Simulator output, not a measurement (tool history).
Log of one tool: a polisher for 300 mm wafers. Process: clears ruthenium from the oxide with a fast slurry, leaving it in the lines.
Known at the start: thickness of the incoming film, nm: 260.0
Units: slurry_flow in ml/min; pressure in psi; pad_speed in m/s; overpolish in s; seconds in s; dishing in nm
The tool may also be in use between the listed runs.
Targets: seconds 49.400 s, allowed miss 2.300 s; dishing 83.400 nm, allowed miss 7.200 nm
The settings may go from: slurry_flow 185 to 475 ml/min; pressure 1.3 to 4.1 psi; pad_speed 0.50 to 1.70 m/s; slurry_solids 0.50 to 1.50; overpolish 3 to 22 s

run 1 hour=0.0 | slurry_flow=305 pressure=2.7 pad_speed=1.10 slurry_solids=1.00 overpolish=11 | seconds=60.057 dishing=45.259
run 2 hour=7.7 | slurry_flow=335 pressure=2.7 pad_speed=1.10 slurry_solids=1.00 overpolish=11 | seconds=58.997 dishing=43.974
run 3 hour=9.2 | slurry_flow=330 pressure=2.8 pad_speed=1.10 slurry_solids=1.00 overpolish=12 | seconds=57.516 dishing=47.588
run 4 hour=14.8 | slurry_flow=330 pressure=2.8 pad_speed=1.10 slurry_solids=1.00 overpolish=8 | seconds=56.231 dishing=33.744
run 5 hour=23.4 | slurry_flow=330 pressure=2.8 pad_speed=1.10 slurry_solids=0.85 overpolish=8 | seconds=64.063 dishing=30.366
run 6 hour=31.6 | slurry_flow=325 pressure=2.9 pad_speed=1.10 slurry_solids=0.85 overpolish=9 | seconds=61.492 dishing=33.310
run 7 hour=33.2 | slurry_flow=325 pressure=2.9 pad_speed=1.12 slurry_solids=0.85 overpolish=10 | seconds=60.801 dishing=39.561
run 8 hour=38.3 | slurry_flow=325 pressure=3.0 pad_speed=1.12 slurry_solids=0.85 overpolish=11 | seconds=56.741 dishing=43.061
run 9 hour=42.5 | slurry_flow=325 pressure=3.0 pad_speed=1.12 slurry_solids=0.85 overpolish=12 | seconds=58.120 dishing=46.659
run 10 hour=50.2 | slurry_flow=325 pressure=3.0 pad_speed=1.12 slurry_solids=0.85 overpolish=13 | seconds=58.184 dishing=52.007
run 11 hour=59.0 | slurry_flow=320 pressure=3.2 pad_speed=1.14 slurry_solids=0.85 overpolish=15 | seconds=54.054 dishing=62.588
run 12 hour=61.7 | slurry_flow=320 pressure=3.3 pad_speed=1.16 slurry_solids=0.85 overpolish=17 | seconds=51.261 dishing=71.013

4 next moves are on the table. One of them brings every result within its allowed miss. Which?
run A hour=64.4 | slurry_flow=310 pressure=2.7 pad_speed=1.18 slurry_solids=1.30 overpolish=15 | seconds=? dishing=?
run B hour=64.4 | slurry_flow=345 pressure=3.4 pad_speed=1.34 slurry_solids=0.70 overpolish=12 | seconds=? dishing=?
run C hour=64.4 | slurry_flow=380 pressure=2.9 pad_speed=1.30 slurry_solids=0.90 overpolish=20 | seconds=? dishing=?
run D hour=64.4 | slurry_flow=230 pressure=3.3 pad_speed=1.12 slurry_solids=1.00 overpolish=14 | seconds=? dishing=?

move=A seconds=48.040 dishing=66.198
move=B seconds=49.856 dishing=53.000
move=C seconds=49.136 dishing=82.135
move=D seconds=49.323 dishing=61.086
A: further off than the last run
B: further off than the last run
C: meets every target
D: further off than the last run
Answer: C
